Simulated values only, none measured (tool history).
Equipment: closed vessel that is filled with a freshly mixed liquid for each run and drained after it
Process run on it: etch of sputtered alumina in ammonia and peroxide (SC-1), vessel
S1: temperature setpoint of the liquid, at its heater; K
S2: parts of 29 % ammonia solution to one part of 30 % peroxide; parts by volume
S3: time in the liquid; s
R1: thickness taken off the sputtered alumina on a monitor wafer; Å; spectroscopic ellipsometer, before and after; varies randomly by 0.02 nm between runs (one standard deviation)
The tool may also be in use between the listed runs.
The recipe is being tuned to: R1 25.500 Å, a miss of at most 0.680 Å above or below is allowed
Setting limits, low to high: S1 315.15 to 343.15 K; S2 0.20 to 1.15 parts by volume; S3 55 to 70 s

run  hour      S1    S2  S3      R1
  1   0.0  331.15  0.65  70  50.835
  2   1.5  324.15  0.65  70  34.633
  3   2.6  323.15  0.65  70  32.618
  4   6.8  323.15  0.85  70  33.427
  5  12.5  322.15  0.85  70  32.028
  6  16.7  321.65  0.85  70  31.165
  7  18.4  317.15  0.85  70  24.187
  8  26.9  317.65  0.85  70  24.534

Which single option among these 4 for the next run brings every result within its allowed miss of target? Just one does.
  A  35.4  318.15  0.80  70   ?
  B  35.4  316.65  1.00  70   ?
  C  35.4  317.15  0.75  70   ?
  D  35.4  317.15  0.65  70   ?

move      R1
   A  25.492
   B  23.899
   C  23.928
   D  23.603
A: every result lands within tolerance
B: the biggest miss grows against the last run
C: the biggest miss grows against the last run
D: the biggest miss grows against the last run
So the answer is move A, the one that meets all the targets.
